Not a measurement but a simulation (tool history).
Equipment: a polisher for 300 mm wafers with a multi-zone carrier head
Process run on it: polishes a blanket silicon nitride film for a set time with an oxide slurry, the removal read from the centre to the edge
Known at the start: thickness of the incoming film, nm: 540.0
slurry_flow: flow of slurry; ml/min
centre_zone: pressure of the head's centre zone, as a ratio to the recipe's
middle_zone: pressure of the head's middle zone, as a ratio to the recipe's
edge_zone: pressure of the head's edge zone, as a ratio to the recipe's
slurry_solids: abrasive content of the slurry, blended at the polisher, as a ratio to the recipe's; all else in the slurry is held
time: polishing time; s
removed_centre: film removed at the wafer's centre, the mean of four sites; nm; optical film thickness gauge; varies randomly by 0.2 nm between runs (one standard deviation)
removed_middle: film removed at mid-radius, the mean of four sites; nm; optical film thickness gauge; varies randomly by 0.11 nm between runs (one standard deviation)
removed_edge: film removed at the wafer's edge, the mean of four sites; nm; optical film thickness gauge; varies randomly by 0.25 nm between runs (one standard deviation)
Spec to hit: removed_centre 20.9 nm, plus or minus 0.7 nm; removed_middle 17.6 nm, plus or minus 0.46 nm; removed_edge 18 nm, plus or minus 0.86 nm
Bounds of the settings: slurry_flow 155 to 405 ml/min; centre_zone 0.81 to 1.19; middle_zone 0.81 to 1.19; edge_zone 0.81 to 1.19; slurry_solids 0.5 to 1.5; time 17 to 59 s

run 1 day=0 | slurry_flow=260 centre_zone=1 middle_zone=1 edge_zone=1 slurry_solids=1 time=38 | removed_centre=25.932 removed_middle=25.766 removed_edge=25.714
run 2 day=0.175 | slurry_flow=260 centre_zone=1.01 middle_zone=0.97 edge_zone=0.96 slurry_solids=0.85 time=38 | removed_centre=24.574 removed_middle=23.778 removed_edge=23.479
run 3 day=0.471 | slurry_flow=255 centre_zone=1.02 middle_zone=0.93 edge_zone=0.93 slurry_solids=0.75 time=38 | removed_centre=24.037 removed_middle=21.955 removed_edge=21.858
run 4 day=0.808 | slurry_flow=255 centre_zone=1.09 middle_zone=0.93 edge_zone=0.93 slurry_solids=0.75 time=38 | removed_centre=25.442 removed_middle=21.955 removed_edge=22.225
run 5 day=1.042 | slurry_flow=250 centre_zone=1.07 middle_zone=0.9 edge_zone=0.91 slurry_solids=0.7 time=38 | removed_centre=23.871 removed_middle=20.853 removed_edge=21.528
run 6 day=1.367 | slurry_flow=250 centre_zone=1.07 middle_zone=0.89 edge_zone=0.89 slurry_solids=0.65 time=38 | removed_centre=23.459 removed_middle=19.93 removed_edge=20.95
run 7 day=1.733 | slurry_flow=250 centre_zone=1.07 middle_zone=0.89 edge_zone=0.87 slurry_solids=0.6 time=37 | removed_centre=21.952 removed_middle=18.785 removed_edge=19.136
run 8 day=2.017 | slurry_flow=245 centre_zone=1.07 middle_zone=0.88 edge_zone=0.86 slurry_solids=0.6 time=37 | removed_centre=21.537 removed_middle=18.725 removed_edge=19.017
run 9 day=2.388 | slurry_flow=240 centre_zone=1.08 middle_zone=0.87 edge_zone=0.85 slurry_solids=0.6 time=37 | removed_centre=22.162 removed_middle=18.626 removed_edge=18.895
run 10 day=2.717 | slurry_flow=235 centre_zone=1.07 middle_zone=0.86 edge_zone=0.84 slurry_solids=0.6 time=37 | removed_centre=21.839 removed_middle=18.495 removed_edge=18.739
run 11 day=3.046 | slurry_flow=235 centre_zone=1.06 middle_zone=0.85 edge_zone=0.83 slurry_solids=0.6 time=37 | removed_centre=21.802 removed_middle=18.081 removed_edge=18.846
run 12 day=3.371 | slurry_flow=230 centre_zone=1.06 middle_zone=0.85 edge_zone=0.82 slurry_solids=0.6 time=37 | removed_centre=21.484 removed_middle=17.909 removed_edge=19.078
run 13 day=3.517 | slurry_flow=235 centre_zone=1.06 middle_zone=0.85 edge_zone=0.82 slurry_solids=0.6 time=37 | removed_centre=21.865 removed_middle=18.134 removed_edge=18.781
run 14 day=3.717 | slurry_flow=230 centre_zone=1.05 middle_zone=0.86 edge_zone=0.81 slurry_solids=0.5 time=37 | removed_centre=19.921 removed_middle=16.952 removed_edge=17.759
run 15 day=3.846 | slurry_flow=240 centre_zone=1.06 middle_zone=0.86 edge_zone=0.81 slurry_solids=0.5 time=37 | removed_centre=20.28 removed_middle=17.014 removed_edge=18.017

Which one of the following 5 next-run settings gets every result inside its allowed miss? There is exactly one.
run A day=3.975 | slurry_flow=265 centre_zone=1.08 middle_zone=0.82 edge_zone=0.81 slurry_solids=0.5 time=36 | removed_centre=? removed_middle=? removed_edge=?
run B day=3.975 | slurry_flow=290 centre_zone=1.07 middle_zone=0.87 edge_zone=0.82 slurry_solids=0.5 time=37 | removed_centre=? removed_middle=? removed_edge=?
run C day=3.975 | slurry_flow=290 centre_zone=1.14 middle_zone=0.81 edge_zone=0.86 slurry_solids=0.7 time=32 | removed_centre=? removed_middle=? removed_edge=?
run D day=3.975 | slurry_flow=165 centre_zone=1.1 middle_zone=0.85 edge_zone=0.85 slurry_solids=0.55 time=37 | removed_centre=? removed_middle=? removed_edge=?
run E day=3.975 | slurry_flow=225 centre_zone=1.1 middle_zone=0.81 edge_zone=0.81 slurry_solids=0.55 time=36 | removed_centre=? removed_middle=? removed_edge=?

move=A removed_centre=20.537 removed_middle=16.118 removed_edge=17.362
move=B removed_centre=21.118 removed_middle=17.54 removed_edge=18.029
move=C removed_centre=22.13 removed_middle=16.264 removed_edge=18.06
move=D removed_centre=20.959 removed_middle=16.733 removed_edge=18.06
move=E removed_centre=21.285 removed_middle=16.266 removed_edge=17.776
A: lands further from the targets than the last run did
B: every result lands within tolerance
C: lands further from the targets than the last run did
D: lands further from the targets than the last run did
E: lands further from the targets than the last run did
B is the move that brings every result within its allowed miss.
